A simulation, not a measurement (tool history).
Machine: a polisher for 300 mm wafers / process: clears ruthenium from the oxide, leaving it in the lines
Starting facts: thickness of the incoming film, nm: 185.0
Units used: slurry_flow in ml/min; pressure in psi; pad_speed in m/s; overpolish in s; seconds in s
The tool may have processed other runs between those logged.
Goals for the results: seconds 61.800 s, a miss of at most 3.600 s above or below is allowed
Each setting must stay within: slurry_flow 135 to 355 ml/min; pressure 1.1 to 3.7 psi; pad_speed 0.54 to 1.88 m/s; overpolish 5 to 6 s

run	hour	slurry_flow	pressure	pad_speed	overpolish	seconds
1	0.0	225	2.4	1.20	6	103.450
2	7.7	225	2.6	1.22	6	94.091
3	16.2	225	2.8	1.24	6	85.023
4	19.7	225	2.8	1.44	6	72.872
5	22.8	225	2.8	1.30	6	81.918
6	24.4	225	2.8	1.06	6	97.626
# hour 31.0: head pressure recalibrated
7	31.0	225	2.8	1.06	6	90.657
8	31.7	225	2.9	1.08	6	86.461
9	40.1	225	3.0	1.08	6	85.012
10	45.6	225	3.1	1.08	6	82.540

Exactly one of the 5 candidate moves below puts every result within its allowed miss. Which one?
A	51.1	275	3.7	1.32	6	?
B	51.1	260	3.7	1.16	5	?
C	51.1	210	3.6	1.42	5	?
D	51.1	175	3.1	1.64	6	?
E	51.1	230	3.7	1.32	6	?

move	seconds
A	55.716
B	63.531
C	54.998
D	56.805
E	56.827
A: takes the biggest miss from the last run beyond its target
B: all results land within tolerance of their targets
C: takes the biggest miss from the last run beyond its target
D: takes the biggest miss from the last run beyond its target
E: takes the biggest miss from the last run beyond its target
Answer: B
